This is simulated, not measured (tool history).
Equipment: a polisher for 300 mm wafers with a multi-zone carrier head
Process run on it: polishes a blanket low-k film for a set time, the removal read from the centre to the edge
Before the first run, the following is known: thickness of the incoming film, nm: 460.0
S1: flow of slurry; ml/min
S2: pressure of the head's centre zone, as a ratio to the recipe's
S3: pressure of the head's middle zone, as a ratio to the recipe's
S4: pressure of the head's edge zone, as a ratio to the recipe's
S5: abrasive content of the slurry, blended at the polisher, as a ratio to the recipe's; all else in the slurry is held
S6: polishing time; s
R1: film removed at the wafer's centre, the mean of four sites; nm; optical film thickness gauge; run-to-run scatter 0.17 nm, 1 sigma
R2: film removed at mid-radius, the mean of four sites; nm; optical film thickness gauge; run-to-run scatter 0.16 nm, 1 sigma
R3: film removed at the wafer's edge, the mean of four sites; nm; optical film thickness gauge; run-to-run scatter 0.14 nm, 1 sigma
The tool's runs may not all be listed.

run    day   S1    S2    S3    S4    S5  S6      R1      R2      R3
  1      0  240     1     1     1     1  50  26.698  25.918  25.718
  2  0.258  240  0.96     1     1     1  50  25.273  26.447  25.826
  3  0.492  240  0.96     1  1.03     1  50  25.832   26.73  26.794
  4  0.704  240  0.97     1  0.98  0.85  46  21.967  22.315  21.963
  5  0.846  240  0.98  1.02  0.94  0.75  42  19.148  19.914  18.799
  6  1.183  240  0.98  1.02  0.94  0.75  47  21.977  22.033  20.786
  7  1.446  240  0.99  1.03  0.91   0.7  43    19.7  20.117  18.491
  8  1.808  240     1  1.03  0.89  0.65  40  18.101  17.564  16.268
  9  1.908  240     1  1.04  0.87   0.6  38  15.766   16.28  14.704
 10  2.258  235  1.01  1.04  0.85  0.55  37  14.958  15.343  13.602
 11  2.488  225  1.02  1.04  0.84  0.55  37  15.184  15.585  13.526
 12  2.529  220  1.02  1.03  0.83  0.55  37  15.144  15.063  13.387

Forecast run 13:
 13  2.596  215  1.02  1.03  0.82  0.55  37   ?   ?   ?

R1: 15.118 nm
R2: 15.182 nm
R3: 13.412 nm

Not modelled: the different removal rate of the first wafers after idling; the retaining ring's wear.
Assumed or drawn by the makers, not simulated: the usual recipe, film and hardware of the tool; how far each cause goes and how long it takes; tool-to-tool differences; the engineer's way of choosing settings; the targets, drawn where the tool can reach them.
